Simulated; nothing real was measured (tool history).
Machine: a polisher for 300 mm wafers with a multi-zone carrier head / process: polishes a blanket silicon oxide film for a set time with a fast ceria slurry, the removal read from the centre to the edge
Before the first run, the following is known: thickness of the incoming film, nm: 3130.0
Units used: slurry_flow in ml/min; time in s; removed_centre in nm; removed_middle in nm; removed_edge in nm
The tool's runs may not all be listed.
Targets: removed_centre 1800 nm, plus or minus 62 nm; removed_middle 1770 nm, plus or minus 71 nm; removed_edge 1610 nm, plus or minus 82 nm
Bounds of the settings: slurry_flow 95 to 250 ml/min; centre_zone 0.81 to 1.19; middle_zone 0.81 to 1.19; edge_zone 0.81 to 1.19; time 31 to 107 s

run 1 hour=0 | slurry_flow=160 centre_zone=1 middle_zone=1 edge_zone=1 time=69 | removed_centre=1324 removed_middle=1290.2 removed_edge=1317
run 2 hour=1.7 | slurry_flow=170 centre_zone=1.02 middle_zone=1.03 edge_zone=1.02 time=71 | removed_centre=1402.4 removed_middle=1400.6 removed_edge=1367.2
run 3 hour=10.3 | slurry_flow=170 centre_zone=0.96 middle_zone=1.03 edge_zone=1.02 time=71 | removed_centre=1355.6 removed_middle=1412.8 removed_edge=1392.1
run 4 hour=18.5 | slurry_flow=170 centre_zone=0.96 middle_zone=1.03 edge_zone=0.99 time=71 | removed_centre=1325.2 removed_middle=1402.9 removed_edge=1388.6
run 5 hour=22.4 | slurry_flow=180 centre_zone=0.98 middle_zone=1.04 edge_zone=1 time=73 | removed_centre=1400 removed_middle=1441.1 removed_edge=1422.2
run 6 hour=24.9 | slurry_flow=180 centre_zone=0.98 middle_zone=1.04 edge_zone=1 time=66 | removed_centre=1280.8 removed_middle=1348.4 removed_edge=1263.6
run 7 hour=29.5 | slurry_flow=180 centre_zone=0.98 middle_zone=1.04 edge_zone=1 time=66 | removed_centre=1278.4 removed_middle=1299.9 removed_edge=1262.3
run 8 hour=35.1 | slurry_flow=185 centre_zone=1 middle_zone=1.05 edge_zone=1.01 time=69 | removed_centre=1381.2 removed_middle=1405.2 removed_edge=1368.8
run 9 hour=39 | slurry_flow=195 centre_zone=1.03 middle_zone=1.08 edge_zone=1.02 time=70 | removed_centre=1432.6 removed_middle=1460.7 removed_edge=1392.4
run 10 hour=41.7 | slurry_flow=200 centre_zone=1.05 middle_zone=1.1 edge_zone=1.02 time=71 | removed_centre=1481.2 removed_middle=1500.4 removed_edge=1434.4
run 11 hour=42.6 | slurry_flow=205 centre_zone=1.07 middle_zone=1.12 edge_zone=1.01 time=72 | removed_centre=1546.4 removed_middle=1573.2 removed_edge=1406.8
run 12 hour=45.9 | slurry_flow=210 centre_zone=1.08 middle_zone=1.13 edge_zone=1.02 time=73 | removed_centre=1548.2 removed_middle=1622.3 removed_edge=1455.4
run 13 hour=47.7 | slurry_flow=215 centre_zone=1.1 middle_zone=1.13 edge_zone=1.03 time=74 | removed_centre=1635.9 removed_middle=1635.7 removed_edge=1489.4
run 14 hour=54.4 | slurry_flow=220 centre_zone=1.11 middle_zone=1.14 edge_zone=1.04 time=75 | removed_centre=1665 removed_middle=1662.6 removed_edge=1496.1
run 15 hour=55.8 | slurry_flow=220 centre_zone=1.11 middle_zone=1.14 edge_zone=1.05 time=76 | removed_centre=1675 removed_middle=1677.6 removed_edge=1496.4
run 16 hour=58.3 | slurry_flow=220 centre_zone=1.11 middle_zone=1.13 edge_zone=1.05 time=77 | removed_centre=1703.4 removed_middle=1707.1 removed_edge=1533.4
run 17 hour=61.4 | slurry_flow=220 centre_zone=1.11 middle_zone=1.13 edge_zone=1.05 time=78 | removed_centre=1740.1 removed_middle=1741.8 removed_edge=1589.7

Below are 4 possible settings for the next run. Only one of them brings all results inside the allowed miss of their targets. Which is it?
run A hour=64.5 | slurry_flow=200 centre_zone=1.08 middle_zone=1.15 edge_zone=1.11 time=79 | removed_centre=? removed_middle=? removed_edge=?
run B hour=64.5 | slurry_flow=225 centre_zone=1.07 middle_zone=1.14 edge_zone=1 time=79 | removed_centre=? removed_middle=? removed_edge=?
run C hour=64.5 | slurry_flow=225 centre_zone=1.19 middle_zone=1.19 edge_zone=0.91 time=78 | removed_centre=? removed_middle=? removed_edge=?
run D hour=64.5 | slurry_flow=225 centre_zone=1.14 middle_zone=1.14 edge_zone=1.07 time=79 | removed_centre=? removed_middle=? removed_edge=?

move=A removed_centre=1688.7 removed_middle=1766.6 removed_edge=1596.6
move=B removed_centre=1706.1 removed_middle=1782.7 removed_edge=1535
move=C removed_centre=1846.4 removed_middle=1825.9 removed_edge=1448.6
move=D removed_centre=1801.4 removed_middle=1782 removed_edge=1586.8
A: misses by more than the last run did
B: misses by more than the last run did
C: puts the biggest miss on target and leaves a different result outside tolerance
D: each result inside its tolerance
The right move is D.
